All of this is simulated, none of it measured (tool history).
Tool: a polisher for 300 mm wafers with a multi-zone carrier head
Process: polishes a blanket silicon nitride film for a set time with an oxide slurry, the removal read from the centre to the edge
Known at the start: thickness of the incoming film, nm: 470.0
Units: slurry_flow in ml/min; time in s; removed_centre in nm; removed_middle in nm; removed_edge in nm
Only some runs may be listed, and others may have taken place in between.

run	hour	slurry_flow	centre_zone	middle_zone	edge_zone	slurry_solids	time	removed_centre	removed_middle	removed_edge
1	0.0	300	1.00	1.00	1.00	1.00	80	45.086	44.999	43.486
2	3.7	300	1.07	1.00	1.00	1.00	80	48.869	44.916	42.967
3	6.3	295	1.01	1.02	0.97	0.95	80	44.679	45.131	42.504
4	12.6	295	0.94	1.02	0.97	0.95	80	42.085	44.529	41.905
5	16.7	295	0.94	1.02	0.97	0.85	80	40.079	41.841	39.792
6	17.2	295	0.91	1.05	0.96	0.85	80	38.529	43.406	40.747
7	18.0	295	0.90	1.07	0.93	0.85	80	37.736	44.326	39.717

Run 8 comes next. What will it give?
8	22.3	295	0.89	1.08	0.92	0.85	80	?	?	?

removed_centre: 37.788 nm
removed_middle: 45.071 nm
removed_edge: 39.194 nm
